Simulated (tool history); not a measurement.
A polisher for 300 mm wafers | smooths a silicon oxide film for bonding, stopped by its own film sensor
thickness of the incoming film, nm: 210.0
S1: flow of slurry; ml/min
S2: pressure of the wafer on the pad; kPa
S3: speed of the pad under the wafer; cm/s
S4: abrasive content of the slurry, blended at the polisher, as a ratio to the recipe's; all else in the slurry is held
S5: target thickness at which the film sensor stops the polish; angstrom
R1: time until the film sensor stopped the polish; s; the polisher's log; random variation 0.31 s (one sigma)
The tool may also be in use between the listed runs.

Run 1, hour 0.0: S1 155 ml/min, S2 12.4 kPa, S3 94 cm/s, S4 1.00, S5 1730 angstrom. Result: R1 53.931 s.
Run 2, hour 1.6: S1 155 ml/min, S2 12.4 kPa, S3 94 cm/s, S4 1.00, S5 1770 angstrom. Result: R1 48.026 s.
Run 3, hour 6.8: S1 155 ml/min, S2 12.4 kPa, S3 80 cm/s, S4 1.00, S5 1770 angstrom. Result: R1 55.273 s.
Run 4, hour 15.0: S1 155 ml/min, S2 14.5 kPa, S3 80 cm/s, S4 1.00, S5 1770 angstrom. Result: R1 47.457 s.
Run 5, hour 19.4: S1 155 ml/min, S2 14.5 kPa, S3 80 cm/s, S4 0.85, S5 1770 angstrom. Result: R1 49.754 s.
Run 6, hour 26.2: S1 155 ml/min, S2 14.5 kPa, S3 80 cm/s, S4 0.85, S5 1730 angstrom. Result: R1 54.905 s.

The next listed run, before its measurement:
Run 7, hour 29.0: S1 195 ml/min, S2 17.9 kPa, S3 82 cm/s, S4 0.85, S5 1730 angstrom. Result: R1 ?.

Run 7 gave R1 43.219 s.
